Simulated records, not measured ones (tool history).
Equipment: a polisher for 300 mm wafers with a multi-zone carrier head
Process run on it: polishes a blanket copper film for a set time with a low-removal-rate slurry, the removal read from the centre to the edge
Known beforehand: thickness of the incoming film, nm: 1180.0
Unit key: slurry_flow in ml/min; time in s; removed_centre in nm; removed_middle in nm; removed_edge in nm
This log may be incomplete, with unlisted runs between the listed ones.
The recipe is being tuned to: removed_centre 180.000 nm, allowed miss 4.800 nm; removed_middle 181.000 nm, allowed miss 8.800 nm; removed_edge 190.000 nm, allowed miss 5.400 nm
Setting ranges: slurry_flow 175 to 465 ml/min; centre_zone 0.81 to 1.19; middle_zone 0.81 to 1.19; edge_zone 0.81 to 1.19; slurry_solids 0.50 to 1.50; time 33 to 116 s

run  hour  slurry_flow  centre_zone  middle_zone  edge_zone  slurry_solids  time  removed_centre  removed_middle  removed_edge
  1   0.0          295         1.00         1.00       1.00           1.00    74         119.680         115.630       118.280
  2   3.4          295         0.95         1.00       1.00           1.00    74         111.020         115.310       116.650
  3   9.2          295         0.95         1.00       1.00           1.00    61          92.538          95.121        97.266
  4  15.1          295         0.96         1.01       1.03           1.10    69         107.520         109.500       113.970
  5  22.0          295         0.96         1.01       1.03           1.00    69         104.390         109.970       111.240
  6  30.0          295         0.96         1.01       1.03           1.00    54          82.189          85.812        87.902
  7  35.9          300         0.98         1.03       1.06           1.10    63         100.630         104.470       105.910
  8  44.1          300         0.99         1.04       1.08           1.20    70         114.060         117.180       120.410
  9  46.9          300         1.00         1.05       1.10           1.25    76         125.070         131.240       133.860
 10  55.3          300         1.01         1.05       1.12           1.30    80         134.360         138.670       143.120
 11  58.8          305         1.02         1.05       1.13           1.35    84         146.190         149.350       153.130
 12  64.5          300         1.02         1.05       1.14           1.40    87         152.030         153.370       160.470
     72.7  -- worn pad replaced by a new one
 13  72.7          310         1.02         1.05       1.15           1.40    89         172.640         172.190       179.440
 14  79.9          315         1.01         1.05       1.15           1.40    89         172.530         173.970       180.980

Exercise: of the 4 proposed moves below, exactly one satisfies all targets within the stated allowed misses. Which move is it?
  A  87.1          370         1.11         1.11       1.06           1.15    88               ?               ?             ?
  B  87.1          385         1.13         1.13       1.11           1.25    85               ?               ?             ?
  C  87.1          405         0.98         0.99       1.09           1.35    95               ?               ?             ?
  D  87.1          215         0.92         1.01       1.19           1.45    97               ?               ?             ?

move  removed_centre  removed_middle  removed_edge
   A         180.980         177.230       168.430
   B         181.730         177.180       169.770
   C         179.420         182.260       191.950
   D         161.400         178.860       197.280
A: lands further from the targets than the last run did
B: lands further from the targets than the last run did
C: every result within its allowed miss
D: takes the result that was furthest off past its target
Answer: C
